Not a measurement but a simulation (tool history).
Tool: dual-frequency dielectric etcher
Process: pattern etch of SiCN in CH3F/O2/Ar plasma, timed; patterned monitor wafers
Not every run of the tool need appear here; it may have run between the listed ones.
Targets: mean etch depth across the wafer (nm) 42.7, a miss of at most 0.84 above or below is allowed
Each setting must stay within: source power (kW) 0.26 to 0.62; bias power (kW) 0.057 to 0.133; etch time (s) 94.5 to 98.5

run	hour	source power (kW)	bias power (kW)	etch time (s)	mean etch depth across the wafer (nm)
1	0	0.44	0.095	94.5	46.571
2	7	0.43	0.094	94.5	45.85
3	9.8	0.43	0.094	98.5	47.953
4	13.9	0.43	0.094	98.5	47.753
5	20.8	0.41	0.093	98.5	46.695
6	28.2	0.38	0.093	98.5	45.802
7	36.1	0.37	0.093	98.5	46.063
8	42.7	0.36	0.092	98.5	45.083

4 next moves are on the table. One of them brings every result within its allowed miss. Which?
A	49.3	0.32	0.089	95.5	?
B	49.3	0.39	0.091	98	?
C	49.3	0.37	0.083	95.5	?
D	49.3	0.37	0.094	96.5	?

move	mean etch depth across the wafer (nm)
A	41.712
B	45.879
C	42.611
D	44.935
A: carries the result that was furthest off beyond its target, to the other side
B: moves away from the targets compared with the last run
C: all results land within tolerance of their targets
D: gains on the last run, yet a result remains outside its allowed miss
So the answer is move C, the one that meets all the targets.
